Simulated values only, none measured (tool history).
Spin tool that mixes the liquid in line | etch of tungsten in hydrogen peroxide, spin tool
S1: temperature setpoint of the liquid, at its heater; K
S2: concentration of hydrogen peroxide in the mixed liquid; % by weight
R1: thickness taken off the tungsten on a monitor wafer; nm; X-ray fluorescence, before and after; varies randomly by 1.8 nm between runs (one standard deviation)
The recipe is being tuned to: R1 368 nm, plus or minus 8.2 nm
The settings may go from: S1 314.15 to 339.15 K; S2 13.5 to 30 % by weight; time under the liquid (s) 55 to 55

{"run": 1, "hour": 0.0, "S1": 330.15, "S2": 25.5, "time under the liquid (s)": 55, "R1": 232.54}
{"run": 2, "hour": 5.1, "S1": 324.65, "S2": 25.5, "time under the liquid (s)": 55, "R1": 167.18}
{"run": 3, "hour": 13.1, "S1": 324.65, "S2": 29.5, "time under the liquid (s)": 55, "R1": 179.88}
{"run": 4, "hour": 17.0, "S1": 324.65, "S2": 26, "time under the liquid (s)": 55, "R1": 169.92}
{"run": 5, "hour": 20.8, "S1": 329.15, "S2": 26, "time under the liquid (s)": 55, "R1": 223.37}
{"run": 6, "hour": 23.6, "S1": 332.15, "S2": 26, "time under the liquid (s)": 55, "R1": 264.98}
{"run": 7, "hour": 28.1, "S1": 334.15, "S2": 26, "time under the liquid (s)": 55, "R1": 296.57}
{"run": 8, "hour": 34.9, "S1": 335.65, "S2": 26, "time under the liquid (s)": 55, "R1": 320.16}
{"run": 9, "hour": 40.9, "S1": 338.65, "S2": 26, "time under the liquid (s)": 55, "R1": 377.69}

Next run, 4 choices. One meets every target within its allowed miss, the rest don't. Which?
{"run": "A", "hour": 46.9, "S1": 337.65, "S2": 24.5, "time under the liquid (s)": 55, "R1": "?"}
{"run": "B", "hour": 46.9, "S1": 338.65, "S2": 27.5, "time under the liquid (s)": 55, "R1": "?"}
{"run": "C", "hour": 46.9, "S1": 337.65, "S2": 27.5, "time under the liquid (s)": 55, "R1": "?"}
{"run": "D", "hour": 46.9, "S1": 339.15, "S2": 25.5, "time under the liquid (s)": 55, "R1": "?"}

move=A R1=346.17
move=B R1=387.8
move=C R1=366.75
move=D R1=383.96
A: moves the result that the last run missed by most past its target, out the other side
B: lands further from the targets than the last run did
C: in spec on every target
D: lands further from the targets than the last run did
Go with C: it meets all targets.

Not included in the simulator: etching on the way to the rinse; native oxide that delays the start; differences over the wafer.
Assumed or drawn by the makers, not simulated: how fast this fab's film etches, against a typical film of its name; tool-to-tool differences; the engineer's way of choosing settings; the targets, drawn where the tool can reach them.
